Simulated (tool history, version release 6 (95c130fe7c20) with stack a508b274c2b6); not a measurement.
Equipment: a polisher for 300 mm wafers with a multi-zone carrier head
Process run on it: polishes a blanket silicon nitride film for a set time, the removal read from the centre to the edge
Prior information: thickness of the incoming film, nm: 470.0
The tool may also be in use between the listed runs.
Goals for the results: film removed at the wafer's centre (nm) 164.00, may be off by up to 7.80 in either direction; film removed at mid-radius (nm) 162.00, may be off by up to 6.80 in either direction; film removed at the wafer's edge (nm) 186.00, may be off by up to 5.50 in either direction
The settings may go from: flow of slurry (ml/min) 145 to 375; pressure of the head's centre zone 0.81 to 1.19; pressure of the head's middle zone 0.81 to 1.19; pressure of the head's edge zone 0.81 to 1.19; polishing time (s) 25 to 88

run  hour  flow of slurry (ml/min)  pressure of the head's centre zone  pressure of the head's middle zone  pressure of the head's edge zone  polishing time (s)  film removed at the wafer's centre (nm)  film removed at mid-radius (nm)  film removed at the wafer's edge (nm)
  1   0.0                      240                                1.00                                1.00                              1.00                  56                                   149.57                           145.82                                 145.29
  2   8.4                      240                                1.00                                1.00                              1.04                  56                                   143.81                           143.63                                 146.77
  3  16.2                      245                                1.00                                0.99                              1.07                  59                                   154.03                           151.44                                 156.07
  4  21.6                      245                                1.00                                0.95                              1.07                  59                                   153.28                           147.68                                 156.09
  5  26.9                      245                                0.99                                0.93                              1.10                  61                                   157.67                           149.09                                 161.89
  6  27.4                      245                                0.99                                0.88                              1.10                  61                                   155.71                           142.83                                 164.34
  7  35.9                      245                                0.99                                0.88                              1.10                  61                                   154.46                           139.83                                 160.67
  8  41.9                      250                                0.97                                0.89                              1.12                  63                                   161.72                           149.30                                 171.22
  9  47.9                      260                                0.95                                0.90                              1.14                  63                                   157.35                           148.30                                 172.47

Which one of the following 5 next-run settings gets every result inside its allowed miss? There is exactly one.
  A  53.9                      215                                0.92                                0.89                              1.18                  62                                        ?                                ?                                      ?
  B  53.9                      285                                0.98                                0.85                              1.19                  62                                        ?                                ?                                      ?
  C  53.9                      205                                0.90                                0.87                              1.04                  72                                        ?                                ?                                      ?
  D  53.9                      325                                1.03                                0.86                              1.10                  58                                        ?                                ?                                      ?
  E  53.9                      265                                0.81                                0.95                              1.19                  66                                        ?                                ?                                      ?

move  film removed at the wafer's centre (nm)  film removed at mid-radius (nm)  film removed at the wafer's edge (nm)
   A                                   143.81                           145.27                                 168.92
   B                                   158.82                           144.52                                 173.63
   C                                   162.18                           164.64                                 187.48
   D                                   158.37                           138.14                                 159.74
   E                                   138.44                           167.20                                 183.55
A: moves away from the targets compared with the last run
B: no better and no worse than the last run
C: each result inside its tolerance
D: moves away from the targets compared with the last run
E: meets the target for the result that was furthest off, but another lies outside its allowed miss
C is the move that brings every result within its allowed miss.
